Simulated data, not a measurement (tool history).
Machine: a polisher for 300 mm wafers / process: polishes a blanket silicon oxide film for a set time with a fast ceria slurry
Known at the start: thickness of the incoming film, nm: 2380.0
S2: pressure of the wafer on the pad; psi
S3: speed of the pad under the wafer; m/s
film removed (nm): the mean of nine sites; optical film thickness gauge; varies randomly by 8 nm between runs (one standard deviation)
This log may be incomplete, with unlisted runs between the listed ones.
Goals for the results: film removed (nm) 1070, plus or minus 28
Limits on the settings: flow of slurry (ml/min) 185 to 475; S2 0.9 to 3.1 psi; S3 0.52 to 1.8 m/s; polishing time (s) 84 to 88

Run 1, hour 0: flow of slurry (ml/min) 305, S2 2 psi, S3 1.16 m/s, polishing time (s) 84. Result: film removed (nm) 1290.7.
Run 2, hour 7.7: flow of slurry (ml/min) 305, S2 2 psi, S3 1.02 m/s, polishing time (s) 84. Result: film removed (nm) 1143.9.
Run 3, hour 15.8: flow of slurry (ml/min) 305, S2 2.3 psi, S3 1.02 m/s, polishing time (s) 84. Result: film removed (nm) 1293.3.
Run 4, hour 23.5: flow of slurry (ml/min) 305, S2 2.7 psi, S3 1.02 m/s, polishing time (s) 84. Result: film removed (nm) 1471.5.
Run 5, hour 26.5: flow of slurry (ml/min) 305, S2 2.7 psi, S3 1.26 m/s, polishing time (s) 84. Result: film removed (nm) 1834.6.
Run 6, hour 27.7: flow of slurry (ml/min) 305, S2 2.4 psi, S3 1.26 m/s, polishing time (s) 84. Result: film removed (nm) 1654.1.
Run 7, hour 35: flow of slurry (ml/min) 305, S2 2.4 psi, S3 1.26 m/s, polishing time (s) 84. Result: film removed (nm) 1612.2.
Run 8, hour 39.6: flow of slurry (ml/min) 305, S2 2.2 psi, S3 1.26 m/s, polishing time (s) 84. Result: film removed (nm) 1526.
Run 9, hour 41.7: flow of slurry (ml/min) 300, S2 1.6 psi, S3 1.24 m/s, polishing time (s) 84. Result: film removed (nm) 1145.2.
Run 10, hour 45.1: flow of slurry (ml/min) 295, S2 1.6 psi, S3 1.24 m/s, polishing time (s) 84. Result: film removed (nm) 1159.8.

Exactly one of the 5 candidate moves below puts every result within its allowed miss. Which one?
Run A, hour 48.5: flow of slurry (ml/min) 300, S2 1.7 psi, S3 1.1 m/s, polishing time (s) 84. Result: film removed (nm) ?.
Run B, hour 48.5: flow of slurry (ml/min) 330, S2 1.8 psi, S3 1.2 m/s, polishing time (s) 87. Result: film removed (nm) ?.
Run C, hour 48.5: flow of slurry (ml/min) 260, S2 1.7 psi, S3 1.28 m/s, polishing time (s) 88. Result: film removed (nm) ?.
Run D, hour 48.5: flow of slurry (ml/min) 220, S2 1.7 psi, S3 1.22 m/s, polishing time (s) 88. Result: film removed (nm) ?.
Run E, hour 48.5: flow of slurry (ml/min) 335, S2 1.6 psi, S3 1.24 m/s, polishing time (s) 88. Result: film removed (nm) ?.

move  film removed (nm)
   A             1079.7
   B               1286
   C             1290.2
   D             1204.8
   E             1222.7
A: meets every target
B: lands further from the targets than the last run did
C: lands further from the targets than the last run did
D: lands further from the targets than the last run did
E: lands further from the targets than the last run did
The move that meets every target is A.
